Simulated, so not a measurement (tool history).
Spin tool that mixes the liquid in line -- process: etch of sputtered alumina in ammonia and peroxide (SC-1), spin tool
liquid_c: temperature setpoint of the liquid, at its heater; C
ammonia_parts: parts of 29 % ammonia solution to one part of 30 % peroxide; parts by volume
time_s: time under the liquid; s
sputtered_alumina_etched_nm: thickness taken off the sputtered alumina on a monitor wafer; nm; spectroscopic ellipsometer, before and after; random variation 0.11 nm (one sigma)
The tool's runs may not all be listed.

{"run": 1, "hour": 0.0, "liquid_c": 58.0, "ammonia_parts": 0.4, "time_s": 75, "sputtered_alumina_etched_nm": 10.112}
{"run": 2, "hour": 4.3, "liquid_c": 53.0, "ammonia_parts": 0.4, "time_s": 75, "sputtered_alumina_etched_nm": 7.8427}
{"run": 3, "hour": 11.9, "liquid_c": 47.0, "ammonia_parts": 0.4, "time_s": 75, "sputtered_alumina_etched_nm": 5.6664}
{"run": 4, "hour": 16.0, "liquid_c": 51.0, "ammonia_parts": 0.4, "time_s": 75, "sputtered_alumina_etched_nm": 7.0145}
{"run": 5, "hour": 23.5, "liquid_c": 51.0, "ammonia_parts": 0.35, "time_s": 75, "sputtered_alumina_etched_nm": 6.92}
{"run": 6, "hour": 24.1, "liquid_c": 51.0, "ammonia_parts": 0.35, "time_s": 75, "sputtered_alumina_etched_nm": 7.0093}
{"run": 7, "hour": 32.2, "liquid_c": 54.5, "ammonia_parts": 0.35, "time_s": 75, "sputtered_alumina_etched_nm": 8.3157}
{"run": 8, "hour": 33.9, "liquid_c": 57.5, "ammonia_parts": 0.35, "time_s": 75, "sputtered_alumina_etched_nm": 9.881}
{"run": 9, "hour": 37.4, "liquid_c": 60.0, "ammonia_parts": 0.35, "time_s": 75, "sputtered_alumina_etched_nm": 11.197}
{"run": 10, "hour": 42.4, "liquid_c": 62.0, "ammonia_parts": 0.35, "time_s": 75, "sputtered_alumina_etched_nm": 12.318}
{"run": 11, "hour": 43.5, "liquid_c": 63.5, "ammonia_parts": 0.35, "time_s": 75, "sputtered_alumina_etched_nm": 13.255}
{"run": 12, "hour": 48.1, "liquid_c": 63.5, "ammonia_parts": 0.35, "time_s": 75, "sputtered_alumina_etched_nm": 13.236}
{"run": 13, "hour": 49.4, "liquid_c": 64.5, "ammonia_parts": 0.35, "time_s": 75, "sputtered_alumina_etched_nm": 14.074}

What does the tool deliver on the next run?
{"run": 14, "hour": 55.0, "liquid_c": 65.5, "ammonia_parts": 0.35, "time_s": 75, "sputtered_alumina_etched_nm": "?"}

Run 14 measured sputtered_alumina_etched_nm 14.7290 nm.
